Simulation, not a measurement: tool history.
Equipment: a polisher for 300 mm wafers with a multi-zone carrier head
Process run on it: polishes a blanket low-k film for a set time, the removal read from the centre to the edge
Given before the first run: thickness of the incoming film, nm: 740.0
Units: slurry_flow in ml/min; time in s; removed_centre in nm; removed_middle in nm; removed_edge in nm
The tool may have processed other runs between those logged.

run  hour  slurry_flow  centre_zone  middle_zone  edge_zone  slurry_solids  time  removed_centre  removed_middle  removed_edge
  1   0.0          285         1.00         1.00       1.00           1.00    71          35.230          35.589        34.736
  2   5.3          285         1.00         0.98       0.97           0.90    70          32.886          32.646        32.270
  3  11.6          285         1.01         0.97       0.94           0.80    69          31.683          30.929        29.928
  4  17.9          240         1.01         0.97       0.94           0.80    69          30.554          29.891        29.383
  5  21.6          240         1.01         1.02       0.94           0.80    69          29.657          30.958        29.159
  6  24.6          235         1.01         0.99       0.92           0.75    69          28.995          29.291        28.937
  7  25.3          250         1.02         0.98       0.91           0.70    68          29.330          27.959        26.742
  8  28.1          245         1.01         0.97       0.90           0.65    68          27.088          27.478        26.295

Run 9, settings as shown, results not yet in. Your forecast:
  9  28.8          240         1.02         0.95       0.89           0.65    68               ?               ?             ?

{"run 9": {"removed_centre": 27.542, "removed_middle": 26.734, "removed_edge": 25.4}}
